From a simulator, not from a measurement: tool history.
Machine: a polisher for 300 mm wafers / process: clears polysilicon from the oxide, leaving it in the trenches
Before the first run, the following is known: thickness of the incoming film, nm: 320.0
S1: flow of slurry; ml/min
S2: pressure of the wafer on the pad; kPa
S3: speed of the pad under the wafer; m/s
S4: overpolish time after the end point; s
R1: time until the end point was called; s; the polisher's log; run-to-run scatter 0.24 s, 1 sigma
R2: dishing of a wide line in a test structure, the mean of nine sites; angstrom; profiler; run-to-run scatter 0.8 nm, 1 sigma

| run | hour | S1 | S2 | S3 | S4 | R1 | R2 |
|---|---|---|---|---|---|---|---|
| 1 | 0.0 | 260 | 21.4 | 1.04 | 17 | 19.551 | 814.23 |
| 2 | 5.9 | 260 | 22.1 | 1.04 | 15 | 18.451 | 806.49 |
| 3 | 10.5 | 260 | 22.1 | 1.16 | 15 | 17.263 | 808.43 |
| 4 | 17.5 | 255 | 22.1 | 1.20 | 13 | 15.944 | 789.46 |
| 5 | 21.6 | 250 | 22.1 | 1.22 | 12 | 16.170 | 787.67 |
| 6 | 27.4 | 240 | 22.1 | 1.26 | 11 | 15.504 | 793.88 |
| 7 | 32.8 | 265 | 22.1 | 1.26 | 10 | 15.592 | 778.82 |

For run 8, what comes out?
| 8 | 36.2 | 335 | 24.1 | 1.28 | 5 | ? | ? |

R1: 13.368 s
R2: 634.93 angstrom
